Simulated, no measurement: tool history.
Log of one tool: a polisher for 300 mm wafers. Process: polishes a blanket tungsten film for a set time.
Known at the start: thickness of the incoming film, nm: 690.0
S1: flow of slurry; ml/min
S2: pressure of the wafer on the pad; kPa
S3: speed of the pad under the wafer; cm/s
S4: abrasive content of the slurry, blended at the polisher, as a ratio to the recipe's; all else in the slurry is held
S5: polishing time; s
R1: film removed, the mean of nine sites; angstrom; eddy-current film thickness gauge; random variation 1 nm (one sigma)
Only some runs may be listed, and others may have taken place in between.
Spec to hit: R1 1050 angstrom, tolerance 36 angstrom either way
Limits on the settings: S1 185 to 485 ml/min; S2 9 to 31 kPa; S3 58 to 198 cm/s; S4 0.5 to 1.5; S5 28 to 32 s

| run | day | S1 | S2 | S3 | S4 | S5 | R1 |
|---|---|---|---|---|---|---|---|
| 1 | 0 | 310 | 20 | 128 | 1 | 32 | 1513.1 |
| 2 | 0.204 | 310 | 17.9 | 128 | 1 | 32 | 1367.2 |
| 3 | 0.412 | 310 | 16.5 | 128 | 1 | 32 | 1248.9 |
| 4 | 0.479 | 310 | 16.5 | 150 | 1 | 32 | 1493.5 |
| 5 | 0.667 | 310 | 16.5 | 150 | 1 | 32 | 1471.6 |
|  | 0.938 | slurry tank refilled with fresh slurry and peroxide |
| 6 | 0.938 | 240 | 16.5 | 150 | 1 | 32 | 1761.1 |
| 7 | 1.017 | 240 | 16.5 | 150 | 1 | 32 | 1741.4 |
| 8 | 1.212 | 305 | 16.5 | 150 | 1 | 32 | 1764.2 |
| 9 | 1.562 | 305 | 14.5 | 146 | 1 | 32 | 1539 |
| 10 | 1.608 | 340 | 13.1 | 140 | 1 | 32 | 1337.5 |
| 11 | 1.788 | 365 | 11.7 | 138 | 1 | 32 | 1194.4 |
| 12 | 1.983 | 390 | 11 | 138 | 1 | 32 | 1154.9 |

Next run, 5 choices. One meets every target within its allowed miss, the rest don't. Which?
| A | 2.179 | 470 | 15.2 | 120 | 0.85 | 28 | ? |
| B | 2.179 | 405 | 11 | 134 | 1.05 | 28 | ? |
| C | 2.179 | 380 | 11.7 | 134 | 1.15 | 31 | ? |
| D | 2.179 | 390 | 13.8 | 148 | 0.85 | 29 | ? |
| E | 2.179 | 395 | 11.7 | 122 | 1.05 | 31 | ? |

| move | R1 |
|---|---|
| A | 1119 |
| B | 968.56 |
| C | 1155 |
| D | 1284.9 |
| E | 1033.4 |
A: an improvement on the last run, though not all results are within tolerance
B: moves the result that the last run missed by most past its target, out the other side
C: as far off as the last run
D: its largest miss is bigger than the last run's
E: all results land within tolerance of their targets
E meets every target.
